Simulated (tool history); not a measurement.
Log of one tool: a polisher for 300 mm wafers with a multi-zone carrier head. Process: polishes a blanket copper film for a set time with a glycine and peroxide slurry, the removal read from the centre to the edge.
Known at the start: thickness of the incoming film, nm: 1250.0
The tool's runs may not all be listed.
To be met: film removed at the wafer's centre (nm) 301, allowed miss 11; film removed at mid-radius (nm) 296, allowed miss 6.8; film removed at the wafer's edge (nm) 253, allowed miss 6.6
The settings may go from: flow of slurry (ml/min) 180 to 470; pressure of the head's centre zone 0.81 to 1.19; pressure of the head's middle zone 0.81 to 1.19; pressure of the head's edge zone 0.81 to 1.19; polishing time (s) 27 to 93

run,hour,flow of slurry (ml/min),pressure of the head's centre zone,pressure of the head's middle zone,pressure of the head's edge zone,polishing time (s),film removed at the wafer's centre (nm),film removed at mid-radius (nm),film removed at the wafer's edge (nm)
1,0,300,1,1,1,59,275.78,281.7,285.19
2,3.2,305,1.02,1.02,0.96,59,291.38,292.99,282
3,9.4,300,1.03,1.03,0.93,58,285.47,288.05,270.98
4,14.7,305,1.04,1.04,0.91,58,288.65,290.95,270.04
5,17.5,305,1.04,1.1,0.91,58,289.91,303.71,267.2
6,23.4,305,1.04,1.06,0.91,58,285.13,290.74,270.22
7,31.9,305,1.06,1.08,0.89,58,293.64,295.79,268
8,34.5,305,1.07,1.09,0.87,58,293.91,300.24,265.17
9,42.4,305,1.08,1.09,0.86,58,302.11,301.78,264.57
10,51.4,300,1.08,1.09,0.85,58,291.91,298.6,260.34
11,58.1,300,1.09,1.09,0.84,58,302.05,298.69,261.42

Which of these 5 next moves meets every target?
A,64.8,335,1.08,1.06,0.94,57,?,?,?
B,64.8,310,1.15,1.14,0.89,55,?,?,?
C,64.8,355,1.08,1.03,0.87,58,?,?,?
D,64.8,290,1.03,1.06,0.84,60,?,?,?
E,64.8,250,1.08,1.09,0.86,59,?,?,?

move,film removed at the wafer's centre (nm),film removed at mid-radius (nm),film removed at the wafer's edge (nm)
A,298.27,289.92,272.74
B,304.39,295.55,255.16
C,305.09,289.34,269.25
D,294.9,301.19,270.36
E,298.87,298.39,265.22
A: further off than the last run
B: meets every target
C: further off than the last run
D: further off than the last run
E: further off than the last run
The right move is B.
